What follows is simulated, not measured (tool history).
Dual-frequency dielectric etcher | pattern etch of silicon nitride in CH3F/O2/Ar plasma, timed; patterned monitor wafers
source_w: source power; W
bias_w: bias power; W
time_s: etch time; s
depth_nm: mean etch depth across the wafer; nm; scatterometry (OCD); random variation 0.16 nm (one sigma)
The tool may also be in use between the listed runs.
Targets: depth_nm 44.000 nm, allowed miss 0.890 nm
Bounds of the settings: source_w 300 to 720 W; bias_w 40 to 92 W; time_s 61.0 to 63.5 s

| run | day | source_w | bias_w | time_s | depth_nm |
|---|---|---|---|---|---|
| 1 | 0.000 | 510 | 66 | 61.0 | 51.017 |
| 2 | 0.246 | 480 | 65 | 61.0 | 49.581 |
| 3 | 0.433 | 480 | 55 | 61.0 | 47.908 |
| 4 | 0.496 | 480 | 55 | 61.0 | 48.572 |
| 5 | 0.675 | 450 | 55 | 61.0 | 47.188 |
| 6 | 0.850 | 450 | 55 | 63.5 | 48.949 |
| 7 | 0.912 | 430 | 54 | 63.5 | 47.963 |
| 8 | 1.062 | 410 | 54 | 63.5 | 47.527 |
| 9 | 1.371 | 310 | 50 | 63.5 | 42.767 |

Which of these 5 next moves meets every target?
| A | 1.679 | 300 | 47 | 63.5 | ? |
| B | 1.679 | 380 | 57 | 62.5 | ? |
| C | 1.679 | 300 | 48 | 62.5 | ? |
| D | 1.679 | 360 | 61 | 63.0 | ? |
| E | 1.679 | 330 | 60 | 61.5 | ? |

| move | depth_nm |
|---|---|
| A | 41.827 |
| B | 46.081 |
| C | 41.348 |
| D | 46.393 |
| E | 43.948 |
A: further off than the last run
B: takes the result that was furthest off past its target
C: further off than the last run
D: takes the result that was furthest off past its target
E: meets every target
Answer: E
